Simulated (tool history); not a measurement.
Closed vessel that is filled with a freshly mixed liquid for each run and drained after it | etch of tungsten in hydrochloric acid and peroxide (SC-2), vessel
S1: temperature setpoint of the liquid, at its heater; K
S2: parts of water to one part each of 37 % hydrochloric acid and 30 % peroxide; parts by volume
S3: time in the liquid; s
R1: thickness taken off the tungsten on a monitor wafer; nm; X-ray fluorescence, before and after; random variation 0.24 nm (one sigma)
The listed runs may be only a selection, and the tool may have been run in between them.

run,hour,S1,S2,S3,R1
1,0.0,333.15,5.5,115,81.296
2,2.2,339.15,5.5,115,118.510
3,9.4,345.15,5.5,115,168.870
4,12.0,339.15,5.5,115,119.490
5,14.4,334.65,5.5,115,89.444
6,20.4,334.65,5.5,125,97.147
7,24.6,331.15,6.0,125,74.404
8,32.2,328.15,6.0,125,61.012

The next listed run, before its measurement:
9,33.8,325.65,6.0,125,?

{"run 9": {"R1": 51.025}}
